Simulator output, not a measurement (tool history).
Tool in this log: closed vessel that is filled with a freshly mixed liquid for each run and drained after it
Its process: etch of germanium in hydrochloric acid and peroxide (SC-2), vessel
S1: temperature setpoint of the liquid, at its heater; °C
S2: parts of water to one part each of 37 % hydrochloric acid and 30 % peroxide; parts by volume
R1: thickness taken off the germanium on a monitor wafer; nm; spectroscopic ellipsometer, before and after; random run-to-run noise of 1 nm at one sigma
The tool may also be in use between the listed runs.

run 1 hour=0 | S1=61 S2=11 time_in_the_liquid_(s)=30 | R1=94.242
run 2 hour=2 | S1=54 S2=11 time_in_the_liquid_(s)=30 | R1=76.317
run 3 hour=2.5 | S1=54 S2=11 time_in_the_liquid_(s)=30 | R1=76.466
run 4 hour=6.1 | S1=54 S2=14 time_in_the_liquid_(s)=30 | R1=73.586
run 5 hour=14 | S1=54 S2=14 time_in_the_liquid_(s)=30 | R1=73.218
run 6 hour=16.4 | S1=58.5 S2=13.5 time_in_the_liquid_(s)=30 | R1=85.174
run 7 hour=24.8 | S1=61.5 S2=13.5 time_in_the_liquid_(s)=30 | R1=91.329
run 8 hour=29.8 | S1=64 S2=13.5 time_in_the_liquid_(s)=30 | R1=100.01
run 9 hour=37.7 | S1=65.5 S2=13.5 time_in_the_liquid_(s)=30 | R1=104.72

What will run 10 give?
run 10 hour=44.2 | S1=66.5 S2=13.5 time_in_the_liquid_(s)=30 | R1=?

Logged for run 10: R1 107.15 nm.
